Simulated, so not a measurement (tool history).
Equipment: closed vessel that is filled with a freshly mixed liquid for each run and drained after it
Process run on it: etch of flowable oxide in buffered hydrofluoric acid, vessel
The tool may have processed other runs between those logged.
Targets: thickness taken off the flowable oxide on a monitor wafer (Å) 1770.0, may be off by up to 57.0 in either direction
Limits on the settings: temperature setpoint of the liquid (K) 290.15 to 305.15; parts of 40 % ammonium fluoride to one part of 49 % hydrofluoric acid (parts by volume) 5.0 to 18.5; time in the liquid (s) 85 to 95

run,day,temperature setpoint of the liquid (K),parts of 40 % ammonium fluoride to one part of 49 % hydrofluoric acid (parts by volume),time in the liquid (s),thickness taken off the flowable oxide on a monitor wafer (Å)
1,0.000,297.15,11.5,85,2798.4
2,0.221,296.15,11.5,85,2651.8
3,0.550,296.15,8.5,85,3511.1
4,0.679,296.15,8.5,85,3435.7
5,1.033,295.65,9.0,85,3190.9
6,1.108,295.65,9.0,95,3600.7
7,1.292,295.15,9.5,95,3291.3
8,1.529,294.65,10.0,95,3124.9
9,1.904,294.15,10.5,95,2942.4
10,2.217,293.65,11.0,95,2704.2
11,2.508,293.15,11.5,95,2529.0

Which one of the following 5 next-run settings gets every result inside its allowed miss? There is exactly one.
A,2.800,293.65,13.5,90,?
B,2.800,295.65,7.5,95,?
C,2.800,291.65,13.5,85,?
D,2.800,294.65,7.5,95,?
E,2.800,297.15,7.5,95,?

move,thickness taken off the flowable oxide on a monitor wafer (Å)
A,2130.9
B,4386.8
C,1798.4
D,4151.2
E,4762.1
A: gains on the last run, yet a result remains outside its allowed miss
B: further off than the last run
C: every result within its allowed miss
D: further off than the last run
E: further off than the last run
So the answer is move C, the one that meets all the targets.
